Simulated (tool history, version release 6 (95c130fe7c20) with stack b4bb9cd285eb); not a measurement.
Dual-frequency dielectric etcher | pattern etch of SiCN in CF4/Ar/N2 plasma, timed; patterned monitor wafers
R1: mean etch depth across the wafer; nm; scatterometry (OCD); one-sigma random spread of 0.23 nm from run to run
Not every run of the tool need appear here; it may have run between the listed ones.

Run 1, hour 0: source power (kW) 0.48, bias power (kW) 0.064, Ar flow (sccm) 122, CF4 flow (sccm) 56, etch time (s) 90. Result: R1 78.32 nm.
Run 2, hour 8.9: source power (kW) 0.45, bias power (kW) 0.064, Ar flow (sccm) 122, CF4 flow (sccm) 56, etch time (s) 90. Result: R1 75.383 nm.
Run 3, hour 12.1: source power (kW) 0.42, bias power (kW) 0.064, Ar flow (sccm) 122, CF4 flow (sccm) 56, etch time (s) 90. Result: R1 72.624 nm.
Run 4, hour 15.4: source power (kW) 0.42, bias power (kW) 0.075, Ar flow (sccm) 122, CF4 flow (sccm) 56, etch time (s) 90. Result: R1 76.587 nm.
Run 5, hour 16: source power (kW) 0.39, bias power (kW) 0.075, Ar flow (sccm) 122, CF4 flow (sccm) 56, etch time (s) 90. Result: R1 73.44 nm.
Run 6, hour 20.5: source power (kW) 0.37, bias power (kW) 0.075, Ar flow (sccm) 122, CF4 flow (sccm) 56, etch time (s) 90. Result: R1 71.481 nm.
Run 7, hour 23.4: source power (kW) 0.35, bias power (kW) 0.075, Ar flow (sccm) 122, CF4 flow (sccm) 56, etch time (s) 90. Result: R1 69.34 nm.
Run 8, hour 25.2: source power (kW) 0.34, bias power (kW) 0.075, Ar flow (sccm) 122, CF4 flow (sccm) 56, etch time (s) 90. Result: R1 68.39 nm.

What will run 9 give?
Run 9, hour 29.1: source power (kW) 0.33, bias power (kW) 0.075, Ar flow (sccm) 122, CF4 flow (sccm) 56, etch time (s) 90. Result: R1 ?.

R1: 67.475 nm
